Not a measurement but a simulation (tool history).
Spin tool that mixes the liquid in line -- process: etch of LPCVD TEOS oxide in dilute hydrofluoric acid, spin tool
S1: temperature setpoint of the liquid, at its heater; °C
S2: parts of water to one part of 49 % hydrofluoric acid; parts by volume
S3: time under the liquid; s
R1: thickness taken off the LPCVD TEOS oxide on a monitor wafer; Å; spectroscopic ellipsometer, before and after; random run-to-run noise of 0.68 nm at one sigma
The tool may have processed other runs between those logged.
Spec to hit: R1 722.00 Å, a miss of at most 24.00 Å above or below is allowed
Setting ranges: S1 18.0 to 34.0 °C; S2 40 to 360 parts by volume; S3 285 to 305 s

| run | hour | S1 | S2 | S3 | R1 |
|---|---|---|---|---|---|
| 1 | 0.0 | 26.0 | 200 | 285 | 418.40 |
| 2 | 1.9 | 29.0 | 200 | 285 | 458.51 |
| 3 | 4.2 | 30.0 | 190 | 285 | 508.53 |
| 4 | 11.9 | 30.5 | 180 | 285 | 550.90 |
| 5 | 13.7 | 31.0 | 175 | 285 | 579.70 |
| 6 | 18.6 | 31.0 | 175 | 305 | 630.84 |
| 7 | 24.0 | 31.5 | 175 | 305 | 630.76 |
| 8 | 32.6 | 32.0 | 170 | 305 | 668.88 |
| 9 | 35.8 | 32.5 | 170 | 305 | 687.18 |
| 10 | 40.5 | 33.0 | 170 | 305 | 696.93 |

Exactly one of the 4 candidate moves below puts every result within its allowed miss. Which one?
| A | 45.2 | 34.0 | 180 | 305 | ? |
| B | 45.2 | 32.0 | 160 | 305 | ? |
| C | 45.2 | 32.5 | 165 | 295 | ? |
| D | 45.2 | 32.0 | 165 | 285 | ? |

| move | R1 |
|---|---|
| A | 667.72 |
| B | 720.81 |
| C | 683.25 |
| D | 648.75 |
A: the biggest miss grows against the last run
B: each result inside its tolerance
C: the biggest miss grows against the last run
D: the biggest miss grows against the last run
So the answer is move B, the one that meets all the targets.
